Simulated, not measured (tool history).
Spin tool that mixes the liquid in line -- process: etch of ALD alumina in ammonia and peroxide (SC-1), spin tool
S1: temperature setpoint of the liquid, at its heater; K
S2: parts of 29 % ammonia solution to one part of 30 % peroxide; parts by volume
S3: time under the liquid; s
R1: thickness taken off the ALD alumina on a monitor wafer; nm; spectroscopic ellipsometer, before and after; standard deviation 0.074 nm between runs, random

run  hour      S1    S2   S3      R1
  1     0  325.15   0.9  300  17.453
  2   0.9  325.15   0.7  300  17.073
  3   6.1  325.15  0.95  300  17.479
  4   9.6  331.65  0.95  300  24.758
  5  15.8  331.65   1.2  300  25.371
     24.3  -- new drum of ammonia solution connected
  6  24.3  328.65   1.2  300  22.175

Predict the results of run 7:
  7  30.2  327.65  1.2  300   ?

Run 7 produced R1 20.973 nm.
